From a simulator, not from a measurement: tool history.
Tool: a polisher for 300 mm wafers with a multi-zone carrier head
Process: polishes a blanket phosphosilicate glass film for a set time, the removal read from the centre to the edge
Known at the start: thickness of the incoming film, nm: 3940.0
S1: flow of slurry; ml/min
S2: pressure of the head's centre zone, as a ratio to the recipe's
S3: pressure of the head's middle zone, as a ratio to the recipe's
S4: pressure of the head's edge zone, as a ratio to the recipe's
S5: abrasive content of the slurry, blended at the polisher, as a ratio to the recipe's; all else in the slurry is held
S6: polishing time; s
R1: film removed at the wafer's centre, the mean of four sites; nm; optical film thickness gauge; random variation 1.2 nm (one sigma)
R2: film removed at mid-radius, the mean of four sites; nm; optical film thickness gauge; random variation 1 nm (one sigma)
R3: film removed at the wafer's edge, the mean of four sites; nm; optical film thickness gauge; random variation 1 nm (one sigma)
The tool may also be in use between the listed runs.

run,hour,S1,S2,S3,S4,S5,S6,R1,R2,R3
1,0.0,290,1.00,1.00,1.00,1.00,32,230.25,229.81,227.17
2,8.4,265,1.00,1.00,1.00,1.00,32,226.54,220.43,222.18
3,15.2,265,1.00,1.08,1.00,1.00,32,222.34,241.19,224.23
4,19.1,265,0.96,1.08,1.00,1.00,32,213.24,235.19,222.02
5,27.2,255,0.96,1.05,0.99,0.95,32,208.35,226.89,216.20
6,31.6,300,0.96,1.05,0.99,0.95,32,215.71,233.62,216.84
7,39.4,285,0.96,1.02,0.99,0.90,31,198.13,210.40,206.30
8,45.8,280,0.97,0.99,0.97,0.85,30,187.28,191.42,189.61
9,50.4,270,0.98,0.97,0.96,0.80,30,179.44,182.40,182.47

The next listed run, before its measurement:
10,55.7,260,0.99,0.95,0.96,0.75,30,?,?,?

{"run 10": {"R1": 177.07, "R2": 172.51, "R3": 174.24}}
